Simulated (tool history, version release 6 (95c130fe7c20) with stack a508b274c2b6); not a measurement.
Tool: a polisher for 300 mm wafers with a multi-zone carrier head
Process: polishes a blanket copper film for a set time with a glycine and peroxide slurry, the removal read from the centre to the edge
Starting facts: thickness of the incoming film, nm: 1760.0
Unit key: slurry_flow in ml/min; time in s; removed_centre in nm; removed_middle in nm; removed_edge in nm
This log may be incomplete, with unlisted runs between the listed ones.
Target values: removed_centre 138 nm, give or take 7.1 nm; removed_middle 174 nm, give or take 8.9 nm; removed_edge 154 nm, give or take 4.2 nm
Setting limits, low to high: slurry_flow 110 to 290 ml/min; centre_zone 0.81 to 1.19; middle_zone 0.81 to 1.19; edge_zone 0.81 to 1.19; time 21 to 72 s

run	day	slurry_flow	centre_zone	middle_zone	edge_zone	time	removed_centre	removed_middle	removed_edge
1	0	185	1	1	1	46	207.87	195.91	191.91
2	0.212	175	0.96	1.02	0.99	44	186.34	187.54	181.94
3	0.25	175	0.96	1.02	0.99	34	145.94	147.43	138.28
4	0.425	175	0.96	1.02	1.06	34	147.11	144.06	145.67
5	0.746	175	0.96	1.02	1.01	34	143.08	142.97	141.31
6	1.096	185	0.94	1.05	1.02	34	142.57	149.07	145.15
7	1.371	190	0.93	1.08	1.01	34	137.86	153.27	142.68
8	1.596	200	0.93	1.1	1.02	34	143.09	154.56	143.64
9	1.654	200	0.91	1.12	1.02	35	145.48	160.35	149.15
10	1.8	200	0.89	1.13	1.01	35	140.08	165.94	146.61
11	1.892	200	0.88	1.14	1.02	35	141.62	169.46	149.21
12	2.146	200	0.87	1.14	1.03	35	138.14	169.17	147.01

4 next moves are on the table. One of them brings every result within its allowed miss. Which?
A	2.4	200	0.89	1.16	0.98	34	?	?	?
B	2.4	200	0.84	1.17	1.03	36	?	?	?
C	2.4	140	0.87	1.19	0.81	37	?	?	?
D	2.4	230	0.81	0.96	1.07	35	?	?	?

move	removed_centre	removed_middle	removed_edge
A	136.52	161.27	142.35
B	136.44	172.07	153.77
C	139.24	172.86	140.18
D	129.69	143.31	153.86
A: its largest miss is bigger than the last run's
B: all results land within tolerance of their targets
C: its largest miss is bigger than the last run's
D: meets the target for the result that was furthest off, but another lies outside its allowed miss
Go with B: it meets all targets.
